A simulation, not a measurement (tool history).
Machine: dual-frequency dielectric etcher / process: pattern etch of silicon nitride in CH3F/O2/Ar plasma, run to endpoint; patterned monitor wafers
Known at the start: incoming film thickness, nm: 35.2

run,hour,source power (W),bias power (W),endpoint time (s)
1,0.0,330,76,55.082
2,1.4,370,76,53.398
3,2.6,370,83,51.580
4,4.0,340,77,54.086
5,9.7,310,77,56.338
6,12.9,350,77,53.896
7,13.8,320,72,56.995
8,15.3,300,69,59.547
9,18.5,280,67,61.573

The next listed run, before its measurement:
10,20.8,270,66,?

endpoint time (s): 63.329

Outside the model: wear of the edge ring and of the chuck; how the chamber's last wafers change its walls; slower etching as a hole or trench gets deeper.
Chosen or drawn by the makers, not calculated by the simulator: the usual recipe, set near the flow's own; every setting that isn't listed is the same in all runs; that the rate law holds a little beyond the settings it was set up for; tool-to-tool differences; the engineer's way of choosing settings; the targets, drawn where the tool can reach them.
